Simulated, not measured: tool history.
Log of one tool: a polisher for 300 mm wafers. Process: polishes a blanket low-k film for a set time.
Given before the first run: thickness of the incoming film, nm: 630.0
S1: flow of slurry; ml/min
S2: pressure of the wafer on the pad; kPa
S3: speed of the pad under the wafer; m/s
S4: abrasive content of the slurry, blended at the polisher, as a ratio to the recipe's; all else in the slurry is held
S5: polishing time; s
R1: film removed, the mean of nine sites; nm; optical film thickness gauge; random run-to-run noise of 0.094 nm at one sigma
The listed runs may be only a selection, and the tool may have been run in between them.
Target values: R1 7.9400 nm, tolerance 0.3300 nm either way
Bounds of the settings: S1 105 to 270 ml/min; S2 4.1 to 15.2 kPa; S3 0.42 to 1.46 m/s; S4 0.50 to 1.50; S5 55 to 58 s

{"run": 1, "day": 0.0, "S1": 175, "S2": 9.7, "S3": 0.94, "S4": 1.0, "S5": 55, "R1": 12.868}
{"run": 2, "day": 0.125, "S1": 175, "S2": 9.0, "S3": 0.94, "S4": 1.0, "S5": 55, "R1": 12.114}
{"run": 3, "day": 0.375, "S1": 175, "S2": 9.0, "S3": 0.74, "S4": 1.0, "S5": 55, "R1": 9.7859}
{"run": 4, "day": 0.446, "S1": 175, "S2": 9.0, "S3": 0.74, "S4": 1.2, "S5": 55, "R1": 11.007}
{"run": 5, "day": 0.692, "S1": 175, "S2": 9.0, "S3": 0.74, "S4": 1.2, "S5": 55, "R1": 10.878}
{"run": 6, "day": 0.946, "S1": 195, "S2": 9.0, "S3": 0.74, "S4": 1.2, "S5": 55, "R1": 11.134}
{"run": 7, "day": 1.279, "S1": 195, "S2": 8.3, "S3": 0.74, "S4": 1.2, "S5": 55, "R1": 10.327}
{"run": 8, "day": 1.621, "S1": 195, "S2": 6.9, "S3": 0.74, "S4": 1.2, "S5": 55, "R1": 8.8338}

Which one of the following 4 next-run settings gets every result inside its allowed miss? There is exactly one.
{"run": "A", "day": 1.962, "S1": 195, "S2": 6.2, "S3": 0.68, "S4": 1.3, "S5": 56, "R1": "?"}
{"run": "B", "day": 1.962, "S1": 200, "S2": 6.2, "S3": 0.78, "S4": 1.4, "S5": 55, "R1": "?"}
{"run": "C", "day": 1.962, "S1": 185, "S2": 6.2, "S3": 0.76, "S4": 1.4, "S5": 58, "R1": "?"}
{"run": "D", "day": 1.962, "S1": 155, "S2": 6.9, "S3": 0.54, "S4": 1.45, "S5": 56, "R1": "?"}

move=A R1=7.9764
move=B R1=9.0725
move=C R1=9.2657
move=D R1=7.4184
A: in spec on every target
B: further off than the last run
C: further off than the last run
D: takes the result that was furthest off past its target
Move A is the one to make.
